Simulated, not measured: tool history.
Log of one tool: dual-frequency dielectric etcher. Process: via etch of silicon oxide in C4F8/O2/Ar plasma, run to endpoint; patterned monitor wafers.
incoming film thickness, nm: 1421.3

| run | hour | source power (kW) | bias power (kW) | endpoint time (s) |
|---|---|---|---|---|
| 1 | 0.0 | 1.500 | 1.515 | 317.87 |
| 2 | 3.1 | 1.300 | 1.515 | 328.33 |
| 3 | 12.0 | 1.420 | 1.562 | 320.11 |
| 4 | 14.0 | 1.320 | 1.562 | 325.98 |
| 5 | 18.2 | 1.410 | 1.562 | 323.60 |
| 6 | 24.1 | 1.640 | 1.562 | 308.04 |
| 7 | 24.9 | 1.710 | 1.591 | 305.45 |

Run 8 is up next; what results do you expect?
| 8 | 25.5 | 1.770 | 1.631 | ? |

{"run 8": {"endpoint time (s)": 300.35}}
